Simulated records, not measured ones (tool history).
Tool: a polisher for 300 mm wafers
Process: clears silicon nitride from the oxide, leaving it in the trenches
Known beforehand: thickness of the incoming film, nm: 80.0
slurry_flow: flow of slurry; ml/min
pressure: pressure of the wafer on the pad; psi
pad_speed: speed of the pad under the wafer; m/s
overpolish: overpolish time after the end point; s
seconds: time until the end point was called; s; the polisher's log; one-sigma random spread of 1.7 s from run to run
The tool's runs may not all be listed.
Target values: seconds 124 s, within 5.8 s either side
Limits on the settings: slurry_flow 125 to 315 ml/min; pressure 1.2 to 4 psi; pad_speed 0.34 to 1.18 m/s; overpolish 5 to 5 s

run,hour,slurry_flow,pressure,pad_speed,overpolish,seconds
1,0,205,2.6,0.76,5,95.867
2,1.3,205,2.6,0.86,5,90.134
3,4.1,205,2.4,0.86,5,94.422
4,13,205,2.4,0.86,5,95.792
5,17.2,205,2.4,0.86,5,96.054
6,23.8,205,2.4,0.86,5,98.397
7,24.8,205,2.3,0.86,5,100.1
8,30.4,205,1.6,0.84,5,141.26

4 candidate next runs follow, results not yet known. Just one meets every target within its allowed miss. Identify it.
A,36,195,1.4,0.8,5,?
B,36,190,1.7,0.88,5,?
C,36,200,2.7,0.48,5,?
D,36,270,1.6,0.86,5,?

move,seconds
A,168.32
B,131.76
C,120.9
D,136.95
A: further off than the last run
B: better than the last run, though not everything is in spec
C: all results in spec
D: better than the last run, though not everything is in spec
C is the move that brings every result within its allowed miss.
